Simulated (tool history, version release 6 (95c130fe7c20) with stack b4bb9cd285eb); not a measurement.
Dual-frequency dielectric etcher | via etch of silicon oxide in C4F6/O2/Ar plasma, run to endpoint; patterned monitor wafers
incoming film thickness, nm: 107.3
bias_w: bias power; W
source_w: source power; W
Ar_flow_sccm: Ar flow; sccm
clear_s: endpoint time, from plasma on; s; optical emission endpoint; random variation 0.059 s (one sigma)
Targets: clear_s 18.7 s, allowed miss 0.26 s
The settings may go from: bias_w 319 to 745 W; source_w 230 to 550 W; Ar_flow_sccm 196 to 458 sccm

Run 1, day 0: bias_w 532 W, source_w 390 W, Ar_flow_sccm 327 sccm. Result: clear_s 23.766 s.
Run 2, day 0.092: bias_w 612 W, source_w 390 W, Ar_flow_sccm 327 sccm. Result: clear_s 21.971 s.
Run 3, day 0.138: bias_w 646 W, source_w 400 W, Ar_flow_sccm 325 sccm. Result: clear_s 21.09 s.
Run 4, day 0.4: bias_w 732 W, source_w 400 W, Ar_flow_sccm 325 sccm. Result: clear_s 19.657 s.
Run 5, day 0.612: bias_w 732 W, source_w 370 W, Ar_flow_sccm 325 sccm. Result: clear_s 20.535 s.
Run 6, day 0.962: bias_w 745 W, source_w 370 W, Ar_flow_sccm 325 sccm. Result: clear_s 20.318 s.
Run 7, day 1.108: bias_w 745 W, source_w 390 W, Ar_flow_sccm 323 sccm. Result: clear_s 19.776 s.
Run 8, day 1.242: bias_w 745 W, source_w 400 W, Ar_flow_sccm 322 sccm. Result: clear_s 19.33 s.
Run 9, day 1.421: bias_w 745 W, source_w 400 W, Ar_flow_sccm 322 sccm. Result: clear_s 19.524 s.
Run 10, day 1.583: bias_w 745 W, source_w 410 W, Ar_flow_sccm 321 sccm. Result: clear_s 19.109 s.

Which of these 5 next moves meets every target?
Run A, day 1.746: bias_w 686 W, source_w 400 W, Ar_flow_sccm 279 sccm. Result: clear_s ?.
Run B, day 1.746: bias_w 719 W, source_w 410 W, Ar_flow_sccm 293 sccm. Result: clear_s ?.
Run C, day 1.746: bias_w 742 W, source_w 420 W, Ar_flow_sccm 368 sccm. Result: clear_s ?.
Run D, day 1.746: bias_w 687 W, source_w 430 W, Ar_flow_sccm 263 sccm. Result: clear_s ?.
Run E, day 1.746: bias_w 722 W, source_w 380 W, Ar_flow_sccm 246 sccm. Result: clear_s ?.

move  clear_s
   A   19.809
   B   19.212
   C   19.394
   D   18.785
   E   19.326
A: further off than the last run
B: further off than the last run
C: further off than the last run
D: meets every target
E: further off than the last run
Answer: D

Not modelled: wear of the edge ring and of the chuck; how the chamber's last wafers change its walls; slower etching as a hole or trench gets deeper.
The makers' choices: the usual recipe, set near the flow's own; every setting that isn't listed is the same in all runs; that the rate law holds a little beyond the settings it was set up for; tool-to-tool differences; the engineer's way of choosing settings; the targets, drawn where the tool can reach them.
